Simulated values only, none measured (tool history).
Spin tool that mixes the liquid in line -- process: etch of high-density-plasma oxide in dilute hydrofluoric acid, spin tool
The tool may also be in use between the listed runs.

run	hour	temperature setpoint of the liquid (°C)	parts of water to one part of 49 % hydrofluoric acid (parts by volume)	time under the liquid (s)	thickness taken off the high-density-plasma oxide on a monitor wafer (Å)
1	0.0	25	215	325	69.889
2	7.3	25	215	345	74.736
3	14.0	25	215	325	70.306
4	22.1	25	215	345	75.468
5	28.6	25	215	345	74.632
6	33.1	25	245	345	63.554
7	37.7	24	250	345	60.769

Estimate the outcome of run 8 from the log above:
8	43.6	23	255	345	?

Run 8 came out at thickness taken off the high-density-plasma oxide on a monitor wafer (Å) 56.730.

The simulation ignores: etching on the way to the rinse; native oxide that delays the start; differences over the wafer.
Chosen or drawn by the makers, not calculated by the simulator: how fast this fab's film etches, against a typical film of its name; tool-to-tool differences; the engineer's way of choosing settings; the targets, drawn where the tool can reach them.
